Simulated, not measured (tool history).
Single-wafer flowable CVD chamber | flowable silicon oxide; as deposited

run  hour  heater temperature setpoint (deg C)  chamber pressure (mTorr)  RF power (W)  deposition time (s)  mean film thickness on the monitor wafer (angstrom)
  1     0                                   95                       922          1960                 1064                                               9579.5
  2   7.3                                   90                       923          1960                 1064                                                11584
  3  13.8                                   87                       923          1960                 1064                                                12788
  4    23                                   87                       923          2115                 1064                                                12989
  5  29.8                                   87                       923          2115                 1064                                                13022
  6  32.4                                   85                       923          2115                 1064                                                13924

Predict the results of run 7:
  7  37.7                                   83                       923          2115                 1064                                                    ?

{"run 7": {"mean film thickness on the monitor wafer (angstrom)": 14991}}

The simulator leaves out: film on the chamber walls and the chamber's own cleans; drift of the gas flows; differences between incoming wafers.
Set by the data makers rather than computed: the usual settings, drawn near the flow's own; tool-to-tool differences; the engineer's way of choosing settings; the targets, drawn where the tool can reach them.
